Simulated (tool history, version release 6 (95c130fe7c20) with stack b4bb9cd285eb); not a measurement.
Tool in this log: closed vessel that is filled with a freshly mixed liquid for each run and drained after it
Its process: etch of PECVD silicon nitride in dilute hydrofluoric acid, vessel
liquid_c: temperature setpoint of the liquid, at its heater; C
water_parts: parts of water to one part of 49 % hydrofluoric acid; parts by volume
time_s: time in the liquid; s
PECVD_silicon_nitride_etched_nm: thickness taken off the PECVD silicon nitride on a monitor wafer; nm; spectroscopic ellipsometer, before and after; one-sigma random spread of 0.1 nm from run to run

run,hour,liquid_c,water_parts,time_s,PECVD_silicon_nitride_etched_nm
1,0,21,285,1200,19.026
2,5.7,21,285,1295,20.322
3,8,19.5,285,1295,18.403
4,11.5,19,305,1295,16.796
5,14.9,17.5,305,1295,15.001
6,18.2,17.5,320,1295,14.37
7,27.4,17.5,335,1295,14.004

Run 8 comes next. What will it give?
8,29.5,17.5,350,1295,?

For run 8 the tool returned PECVD_silicon_nitride_etched_nm 13.394 nm.
